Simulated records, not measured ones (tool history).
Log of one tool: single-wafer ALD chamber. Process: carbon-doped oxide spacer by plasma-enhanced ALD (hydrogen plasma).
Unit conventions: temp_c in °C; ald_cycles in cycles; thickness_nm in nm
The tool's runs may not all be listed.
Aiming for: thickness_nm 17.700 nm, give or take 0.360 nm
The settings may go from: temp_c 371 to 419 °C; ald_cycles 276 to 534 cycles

run 1 hour=0.0 | temp_c=395 ald_cycles=405 | thickness_nm=21.018
run 2 hour=2.2 | temp_c=395 ald_cycles=383 | thickness_nm=19.832
run 3 hour=8.5 | temp_c=399 ald_cycles=383 | thickness_nm=19.956
run 4 hour=13.9 | temp_c=395 ald_cycles=383 | thickness_nm=20.118
run 5 hour=19.3 | temp_c=391 ald_cycles=383 | thickness_nm=19.875
run 6 hour=23.1 | temp_c=382 ald_cycles=383 | thickness_nm=20.229
run 7 hour=26.8 | temp_c=382 ald_cycles=366 | thickness_nm=19.208
run 8 hour=30.1 | temp_c=382 ald_cycles=356 | thickness_nm=18.490
run 9 hour=31.0 | temp_c=382 ald_cycles=351 | thickness_nm=18.270
run 10 hour=39.9 | temp_c=382 ald_cycles=351 | thickness_nm=18.413

4 candidate next runs follow, results not yet known. Just one meets every target within its allowed miss. Identify it.
run A hour=48.8 | temp_c=371 ald_cycles=338 | thickness_nm=?
run B hour=48.8 | temp_c=383 ald_cycles=378 | thickness_nm=?
run C hour=48.8 | temp_c=381 ald_cycles=387 | thickness_nm=?
run D hour=48.8 | temp_c=380 ald_cycles=359 | thickness_nm=?

move=A thickness_nm=17.724
move=B thickness_nm=19.821
move=C thickness_nm=20.293
move=D thickness_nm=18.825
A: in spec on every target
B: moves away from the targets compared with the last run
C: moves away from the targets compared with the last run
D: moves away from the targets compared with the last run
Answer: A
